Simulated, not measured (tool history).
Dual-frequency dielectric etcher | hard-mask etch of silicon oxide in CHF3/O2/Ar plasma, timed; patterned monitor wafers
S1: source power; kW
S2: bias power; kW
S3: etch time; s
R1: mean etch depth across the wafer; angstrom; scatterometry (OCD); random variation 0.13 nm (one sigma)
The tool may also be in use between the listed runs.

run	hour	S1	S2	S3	R1
1	0	0.63	0.171	24	471.82
2	3.6	0.6	0.169	24	460.64
3	12.1	0.58	0.168	24	450.91
4	19.2	0.56	0.167	24	445
5	20.8	0.67	0.167	24	481.89
6	26.2	0.67	0.156	24	473.63
7	27.2	0.64	0.154	24	461.04
8	34.5	0.62	0.153	24	455.15

Forecast run 9:
9	41.4	0.6	0.152	24	?

Run 9 gave R1 443.73 angstrom.
